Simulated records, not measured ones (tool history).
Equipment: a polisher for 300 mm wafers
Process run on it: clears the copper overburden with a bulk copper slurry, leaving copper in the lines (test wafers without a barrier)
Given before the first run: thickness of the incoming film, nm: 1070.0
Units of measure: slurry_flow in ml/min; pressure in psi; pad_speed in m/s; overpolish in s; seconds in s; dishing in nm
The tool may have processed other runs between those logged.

Run 1, hour 0.0: slurry_flow 175 ml/min, pressure 2.5 psi, pad_speed 1.22 m/s, slurry_solids 1.00, overpolish 24 s. Result: seconds 141.430 s, dishing 70.267 nm.
Run 2, hour 4.6: slurry_flow 175 ml/min, pressure 2.5 psi, pad_speed 1.00 m/s, slurry_solids 1.00, overpolish 24 s. Result: seconds 170.610 s, dishing 63.906 nm.
Run 3, hour 11.9: slurry_flow 175 ml/min, pressure 2.5 psi, pad_speed 1.00 m/s, slurry_solids 1.00, overpolish 31 s. Result: seconds 166.060 s, dishing 68.242 nm.
Run 4, hour 13.8: slurry_flow 180 ml/min, pressure 2.8 psi, pad_speed 1.06 m/s, slurry_solids 1.05, overpolish 25 s. Result: seconds 142.450 s, dishing 71.932 nm.
Run 5, hour 17.2: slurry_flow 180 ml/min, pressure 2.8 psi, pad_speed 1.06 m/s, slurry_solids 1.05, overpolish 32 s. Result: seconds 139.720 s, dishing 73.369 nm.
Run 6, hour 20.3: slurry_flow 180 ml/min, pressure 2.8 psi, pad_speed 1.06 m/s, slurry_solids 1.05, overpolish 36 s. Result: seconds 141.970 s, dishing 73.627 nm.
Run 7, hour 25.2: slurry_flow 185 ml/min, pressure 2.9 psi, pad_speed 1.16 m/s, slurry_solids 1.05, overpolish 29 s. Result: seconds 124.800 s, dishing 72.490 nm.
Run 8, hour 33.6: slurry_flow 190 ml/min, pressure 3.1 psi, pad_speed 1.18 m/s, slurry_solids 1.05, overpolish 27 s. Result: seconds 115.380 s, dishing 73.807 nm.
Run 9, hour 35.1: slurry_flow 195 ml/min, pressure 3.3 psi, pad_speed 1.22 m/s, slurry_solids 1.05, overpolish 25 s. Result: seconds 106.340 s, dishing 78.085 nm.

The next listed run, before its measurement:
Run 10, hour 40.9: slurry_flow 210 ml/min, pressure 3.3 psi, pad_speed 1.30 m/s, slurry_solids 1.10, overpolish 21 s. Result: seconds ?, dishing ?.

For run 10 the tool returned seconds 94.593 s, dishing 72.465 nm.
